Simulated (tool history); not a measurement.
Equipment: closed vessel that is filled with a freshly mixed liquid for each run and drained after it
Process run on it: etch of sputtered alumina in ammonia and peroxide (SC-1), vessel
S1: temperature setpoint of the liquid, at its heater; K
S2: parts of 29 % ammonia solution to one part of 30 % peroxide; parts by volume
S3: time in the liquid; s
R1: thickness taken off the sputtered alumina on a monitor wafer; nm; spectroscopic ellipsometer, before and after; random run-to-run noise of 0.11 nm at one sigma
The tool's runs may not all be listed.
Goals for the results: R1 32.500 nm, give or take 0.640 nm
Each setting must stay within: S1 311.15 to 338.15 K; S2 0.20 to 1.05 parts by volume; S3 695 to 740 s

run	day	S1	S2	S3	R1
1	0.000	322.15	0.55	695	37.800
2	0.171	321.65	0.55	695	36.610
3	0.279	321.15	0.55	695	35.673
4	0.608	325.65	0.55	695	45.720
5	0.788	325.65	0.35	695	43.728
# day 0.992: new drum of ammonia solution connected
6	0.992	324.65	0.35	695	41.766
7	1.183	324.15	0.35	695	40.568
8	1.321	319.15	0.35	695	30.751

4 next moves are on the table. One of them brings every result within its allowed miss. Which?
A	1.458	319.15	0.30	740	?
B	1.458	319.15	0.50	740	?
C	1.458	318.65	0.45	700	?
D	1.458	317.65	0.50	695	?

move	R1
A	32.419
B	34.035
C	30.984
D	29.352
A: meets every target
B: takes the result that was furthest off past its target
C: closes in on the targets versus the last run, not all within tolerance yet
D: moves away from the targets compared with the last run
A is the move that brings every result within its allowed miss.
